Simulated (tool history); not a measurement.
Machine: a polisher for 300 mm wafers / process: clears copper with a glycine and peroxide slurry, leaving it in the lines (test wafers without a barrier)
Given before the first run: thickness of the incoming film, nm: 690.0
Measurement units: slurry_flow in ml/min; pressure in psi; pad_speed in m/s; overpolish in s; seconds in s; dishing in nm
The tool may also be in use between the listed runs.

run	hour	slurry_flow	pressure	pad_speed	overpolish	seconds	dishing
1	0.0	280	2.8	1.28	29	101.17	91.205
2	4.0	280	2.7	1.26	31	104.06	93.960
3	5.5	340	2.7	1.26	31	100.64	93.817
4	9.1	340	2.7	1.00	31	119.00	87.026
# hour 14.9: worn pad replaced by a new one
5	14.9	340	2.6	0.98	32	114.97	91.719
6	19.5	340	2.6	0.70	32	147.63	77.956

Run 7 is up next; what results do you expect?
7	26.6	340	2.6	0.70	33	?	?

For run 7 the tool returned seconds 147.98 s, dishing 80.907 nm.

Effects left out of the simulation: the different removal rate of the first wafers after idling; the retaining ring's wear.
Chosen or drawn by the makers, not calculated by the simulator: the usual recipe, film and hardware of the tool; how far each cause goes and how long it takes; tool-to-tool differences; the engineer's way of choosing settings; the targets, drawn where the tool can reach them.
